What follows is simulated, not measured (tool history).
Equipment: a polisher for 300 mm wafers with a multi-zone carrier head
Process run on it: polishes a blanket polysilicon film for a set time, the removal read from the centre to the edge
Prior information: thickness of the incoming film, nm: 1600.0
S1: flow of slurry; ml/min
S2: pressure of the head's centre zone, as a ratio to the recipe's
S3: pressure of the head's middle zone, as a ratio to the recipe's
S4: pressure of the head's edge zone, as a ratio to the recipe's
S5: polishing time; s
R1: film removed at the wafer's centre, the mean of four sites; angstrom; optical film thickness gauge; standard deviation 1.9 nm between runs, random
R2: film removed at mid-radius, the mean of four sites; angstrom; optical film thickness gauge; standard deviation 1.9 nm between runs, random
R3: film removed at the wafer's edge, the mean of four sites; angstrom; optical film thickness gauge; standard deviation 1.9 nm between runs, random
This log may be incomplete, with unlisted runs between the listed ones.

run,hour,S1,S2,S3,S4,S5,R1,R2,R3
1,0.0,160,1.00,1.00,1.00,50,3366.1,3307.8,3465.6
2,1.6,155,0.99,0.98,0.99,48,3185.9,3176.7,3245.8
3,5.1,155,0.99,1.06,0.99,48,3263.7,3314.2,3319.1
4,11.6,155,0.99,1.06,1.05,48,3169.0,3280.5,3364.9
5,15.8,155,0.92,1.06,1.05,48,2972.2,3314.8,3394.1
6,20.8,150,0.93,1.03,1.05,46,2826.5,3094.8,3198.3
7,29.0,110,0.97,0.93,1.05,33,1977.0,1915.4,2228.5
8,31.7,115,0.97,0.93,1.05,33,1975.3,1955.7,2226.5
9,37.5,120,0.97,0.93,1.06,33,2022.4,2002.7,2223.6
10,44.8,115,0.97,0.93,1.06,33,1950.4,1963.2,2210.0

Predict the results of run 11:
11,47.9,115,0.98,0.92,1.07,34,?,?,?

{"run 11": {"R1": 2057.3, "R2": 1996.5, "R3": 2259.9}}
